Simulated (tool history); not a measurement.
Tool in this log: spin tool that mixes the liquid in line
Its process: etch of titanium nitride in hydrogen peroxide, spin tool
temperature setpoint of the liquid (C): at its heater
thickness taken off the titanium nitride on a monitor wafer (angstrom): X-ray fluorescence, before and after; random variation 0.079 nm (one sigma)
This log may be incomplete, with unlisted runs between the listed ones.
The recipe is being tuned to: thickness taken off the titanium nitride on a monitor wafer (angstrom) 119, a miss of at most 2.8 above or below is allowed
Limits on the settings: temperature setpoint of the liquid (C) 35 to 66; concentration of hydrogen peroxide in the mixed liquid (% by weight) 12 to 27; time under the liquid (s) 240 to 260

run,hour,temperature setpoint of the liquid (C),concentration of hydrogen peroxide in the mixed liquid (% by weight),time under the liquid (s),thickness taken off the titanium nitride on a monitor wafer (angstrom)
1,0,51,18,240,87.983
2,4.8,52.5,18,240,96.58
3,8.1,57.5,18,240,134.75
4,10.8,64,18,240,211.67
5,15.8,61.5,18,240,179.84
6,24.4,58.5,18,240,146.59
7,29.2,55,18,240,116.19
8,34.1,55,18,240,115.76
9,40.6,55,18,240,115.26

Which single option among these 5 for the next run brings every result within its allowed miss of target? Just one does.
A,47.1,54.5,18.5,255,?
B,47.1,54,22.5,240,?
C,47.1,52,26.5,255,?
D,47.1,54,16,250,?
E,47.1,55,16.5,240,?

move,thickness taken off the titanium nitride on a monitor wafer (angstrom)
A,117.76
B,111.6
C,106.62
D,108.08
E,112.04
A: in spec on every target
B: misses by more than the last run did
C: misses by more than the last run did
D: misses by more than the last run did
E: misses by more than the last run did
A meets every target.

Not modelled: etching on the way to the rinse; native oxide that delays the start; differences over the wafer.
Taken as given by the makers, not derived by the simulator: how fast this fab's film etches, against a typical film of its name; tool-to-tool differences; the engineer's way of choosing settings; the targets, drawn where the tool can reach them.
